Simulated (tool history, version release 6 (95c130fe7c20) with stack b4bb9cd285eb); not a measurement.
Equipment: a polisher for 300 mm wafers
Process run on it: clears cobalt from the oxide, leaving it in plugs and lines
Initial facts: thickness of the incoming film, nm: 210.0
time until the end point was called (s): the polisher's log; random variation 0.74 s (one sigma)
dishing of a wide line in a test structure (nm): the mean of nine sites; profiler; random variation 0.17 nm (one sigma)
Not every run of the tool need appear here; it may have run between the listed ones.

run  hour  flow of slurry (ml/min)  pressure of the wafer on the pad (kPa)  speed of the pad under the wafer (cm/s)  overpolish time after the end point (s)  time until the end point was called (s)  dishing of a wide line in a test structure (nm)
  1   0.0                      175                                     8.3                                      114                                        9                                   72.133                                           20.536
  2   1.3                      175                                     8.3                                      114                                        8                                   71.511                                           18.602
  3   5.1                      155                                     8.3                                      114                                        8                                   73.737                                           18.611
  4  12.1                      155                                     8.3                                      114                                       10                                   72.861                                           21.939
  5  18.0                      155                                     8.3                                      114                                       13                                   73.478                                           26.522
  6  23.9                      165                                     8.3                                      114                                       11                                   72.585                                           23.534
  7  26.9                      165                                     8.3                                      114                                       10                                   72.789                                           22.201
  8  35.4                      155                                     8.3                                      114                                        9                                   74.529                                           19.621

Predict the results of run 9:
  9  41.8                      180                                     6.9                                      114                                        5                                        ?                                                ?

{"run 9": {"time until the end point was called (s)": 82.346, "dishing of a wide line in a test structure (nm)": 11.316}}

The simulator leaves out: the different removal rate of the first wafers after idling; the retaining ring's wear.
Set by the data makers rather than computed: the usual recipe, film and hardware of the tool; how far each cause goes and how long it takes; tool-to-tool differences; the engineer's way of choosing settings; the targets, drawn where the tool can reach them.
